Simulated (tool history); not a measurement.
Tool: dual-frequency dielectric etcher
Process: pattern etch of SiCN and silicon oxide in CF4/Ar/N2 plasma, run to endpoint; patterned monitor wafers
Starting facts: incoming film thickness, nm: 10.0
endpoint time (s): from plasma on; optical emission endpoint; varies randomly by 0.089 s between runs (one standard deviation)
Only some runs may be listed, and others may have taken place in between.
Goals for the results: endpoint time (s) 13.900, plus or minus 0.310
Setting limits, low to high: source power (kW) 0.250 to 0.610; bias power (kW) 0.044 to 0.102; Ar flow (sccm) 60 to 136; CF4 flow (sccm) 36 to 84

run,hour,source power (kW),bias power (kW),Ar flow (sccm),CF4 flow (sccm),endpoint time (s)
1,0.0,0.430,0.073,98,60,12.407
2,6.6,0.430,0.073,98,55,12.376
3,7.9,0.430,0.065,98,55,12.917
4,15.8,0.430,0.065,98,59,12.796
5,24.7,0.430,0.065,98,65,12.702
6,27.8,0.430,0.065,107,65,12.805
7,29.6,0.380,0.064,107,65,14.920
8,34.6,0.390,0.064,107,65,14.454

Exercise: of the 5 proposed moves below, exactly one satisfies all targets within the stated allowed misses. Which move is it?
A,39.6,0.380,0.062,104,65,?
B,39.6,0.360,0.075,114,62,?
C,39.6,0.430,0.057,124,63,?
D,39.6,0.440,0.062,123,63,?
E,39.6,0.430,0.059,98,63,?

move,endpoint time (s)
A,14.838
B,14.915
C,13.853
D,13.057
E,13.101
A: moves away from the targets compared with the last run
B: moves away from the targets compared with the last run
C: hits every target within its allowed miss
D: the result that was furthest off in the last run now lies on the other side of its target
E: the result that was furthest off in the last run now lies on the other side of its target
C is the move that brings every result within its allowed miss.
